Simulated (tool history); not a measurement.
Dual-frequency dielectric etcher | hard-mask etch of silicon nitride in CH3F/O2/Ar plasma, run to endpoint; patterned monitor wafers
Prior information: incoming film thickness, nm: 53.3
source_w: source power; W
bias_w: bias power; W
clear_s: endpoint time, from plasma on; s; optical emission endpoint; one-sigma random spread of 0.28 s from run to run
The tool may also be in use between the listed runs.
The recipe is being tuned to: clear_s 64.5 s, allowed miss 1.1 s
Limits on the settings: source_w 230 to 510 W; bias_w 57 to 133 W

{"run": 1, "day": 0.0, "source_w": 370, "bias_w": 95, "clear_s": 72.03}
{"run": 2, "day": 0.071, "source_w": 330, "bias_w": 95, "clear_s": 76.374}
{"run": 3, "day": 0.362, "source_w": 280, "bias_w": 95, "clear_s": 84.268}
{"run": 4, "day": 0.708, "source_w": 330, "bias_w": 96, "clear_s": 76.088}
{"run": 5, "day": 0.771, "source_w": 300, "bias_w": 96, "clear_s": 80.441}
{"run": 6, "day": 1.142, "source_w": 330, "bias_w": 96, "clear_s": 76.385}
{"run": 7, "day": 1.488, "source_w": 400, "bias_w": 100, "clear_s": 67.52}
{"run": 8, "day": 1.721, "source_w": 410, "bias_w": 100, "clear_s": 66.533}

5 next moves are on the table. One of them brings every result within its allowed miss. Which?
{"run": "A", "day": 1.954, "source_w": 420, "bias_w": 95, "clear_s": "?"}
{"run": "B", "day": 1.954, "source_w": 390, "bias_w": 100, "clear_s": "?"}
{"run": "C", "day": 1.954, "source_w": 400, "bias_w": 93, "clear_s": "?"}
{"run": "D", "day": 1.954, "source_w": 390, "bias_w": 105, "clear_s": "?"}
{"run": "E", "day": 1.954, "source_w": 450, "bias_w": 97, "clear_s": "?"}

move=A clear_s=67.681
move=B clear_s=68.418
move=C clear_s=70.124
move=D clear_s=66.73
move=E clear_s=64.729
A: moves away from the targets compared with the last run
B: moves away from the targets compared with the last run
C: moves away from the targets compared with the last run
D: moves away from the targets compared with the last run
E: every result lands within tolerance
The move that meets every target is E.
